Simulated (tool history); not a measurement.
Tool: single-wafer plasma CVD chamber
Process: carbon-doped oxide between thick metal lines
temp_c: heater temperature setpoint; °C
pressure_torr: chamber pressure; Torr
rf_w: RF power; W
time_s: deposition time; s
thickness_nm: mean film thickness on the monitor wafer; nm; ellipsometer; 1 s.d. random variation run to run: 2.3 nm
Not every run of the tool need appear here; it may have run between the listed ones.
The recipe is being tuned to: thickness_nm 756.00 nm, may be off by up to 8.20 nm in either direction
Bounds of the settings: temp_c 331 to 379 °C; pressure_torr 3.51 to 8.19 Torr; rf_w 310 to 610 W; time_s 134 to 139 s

| run | day | temp_c | pressure_torr | rf_w | time_s | thickness_nm |
|---|---|---|---|---|---|---|
| 1 | 0.000 | 355 | 5.85 | 460 | 134 | 665.42 |
| 2 | 0.292 | 353 | 6.09 | 465 | 134 | 672.09 |
| 3 | 0.529 | 353 | 6.09 | 465 | 139 | 693.29 |
| 4 | 0.658 | 353 | 6.09 | 405 | 139 | 624.90 |
| 5 | 0.821 | 353 | 6.09 | 365 | 139 | 574.71 |
| 6 | 1.096 | 352 | 6.25 | 380 | 139 | 597.26 |
| 7 | 1.162 | 351 | 6.42 | 390 | 139 | 611.72 |
| 8 | 1.358 | 350 | 6.59 | 400 | 139 | 630.47 |
| 9 | 1.650 | 348 | 6.78 | 405 | 139 | 638.58 |

4 next moves are on the table. One of them brings every result within its allowed miss. Which?
| A | 1.942 | 358 | 5.79 | 335 | 134 | ? |
| B | 1.942 | 335 | 7.51 | 420 | 139 | ? |
| C | 1.942 | 345 | 7.17 | 495 | 139 | ? |
| D | 1.942 | 350 | 6.58 | 330 | 134 | ? |

| move | thickness_nm |
|---|---|
| A | 504.21 |
| B | 684.42 |
| C | 752.59 |
| D | 513.29 |
A: further off than the last run
B: closer than the last run, but not yet in spec
C: all results land within tolerance of their targets
D: further off than the last run
C is the move that brings every result within its allowed miss.
